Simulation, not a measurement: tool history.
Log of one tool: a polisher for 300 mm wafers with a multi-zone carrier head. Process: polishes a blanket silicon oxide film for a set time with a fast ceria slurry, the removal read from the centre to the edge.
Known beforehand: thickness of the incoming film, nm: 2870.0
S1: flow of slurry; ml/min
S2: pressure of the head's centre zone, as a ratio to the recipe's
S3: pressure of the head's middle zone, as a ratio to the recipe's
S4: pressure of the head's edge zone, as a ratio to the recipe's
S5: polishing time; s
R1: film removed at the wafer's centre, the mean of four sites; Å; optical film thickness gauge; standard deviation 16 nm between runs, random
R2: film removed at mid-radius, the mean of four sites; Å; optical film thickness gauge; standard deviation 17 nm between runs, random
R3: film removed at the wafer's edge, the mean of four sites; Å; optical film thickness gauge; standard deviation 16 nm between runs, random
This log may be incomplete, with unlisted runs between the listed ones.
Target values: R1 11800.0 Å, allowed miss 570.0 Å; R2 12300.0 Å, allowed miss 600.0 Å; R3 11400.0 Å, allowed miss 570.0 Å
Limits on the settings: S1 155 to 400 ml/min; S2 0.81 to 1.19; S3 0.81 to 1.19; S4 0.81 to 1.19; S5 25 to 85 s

run	hour	S1	S2	S3	S4	S5	R1	R2	R3
1	0.0	255	1.00	1.00	1.00	55	8506.2	7746.1	8003.8
2	7.4	280	1.00	1.00	1.00	55	8324.8	7935.5	8050.5
3	8.2	255	1.00	1.00	1.00	55	8206.7	7647.2	7944.1
4	14.3	270	1.01	1.03	1.01	58	9070.6	8528.4	8710.0
5	21.6	270	1.06	1.03	1.01	58	9459.1	8570.6	8706.9
6	28.8	300	1.06	1.03	1.01	58	9318.6	8509.7	8777.1
7	36.6	300	1.06	1.06	1.01	61	9954.8	9411.6	9036.2
8	44.7	305	1.05	1.07	1.03	63	10062.0	9594.7	9485.9
9	53.5	310	1.05	1.09	1.04	65	10297.0	10260.0	9522.1

Pick the move, out of 4, that brings all results within their allowed miss; only one does.
A	62.3	235	1.05	1.03	1.14	53	?	?	?
B	62.3	325	1.00	1.12	1.03	77	?	?	?
C	62.3	390	1.05	1.01	1.05	73	?	?	?
D	62.3	375	0.81	1.08	1.18	72	?	?	?

move	R1	R2	R3
A	8281.8	7804.0	7938.7
B	11854.0	12560.0	11380.0
C	11980.0	11055.0	10994.0
D	9071.2	11523.0	11266.0
A: further off than the last run
B: every result within its allowed miss
C: closes in on the targets versus the last run, not all within tolerance yet
D: further off than the last run
The right move is B.

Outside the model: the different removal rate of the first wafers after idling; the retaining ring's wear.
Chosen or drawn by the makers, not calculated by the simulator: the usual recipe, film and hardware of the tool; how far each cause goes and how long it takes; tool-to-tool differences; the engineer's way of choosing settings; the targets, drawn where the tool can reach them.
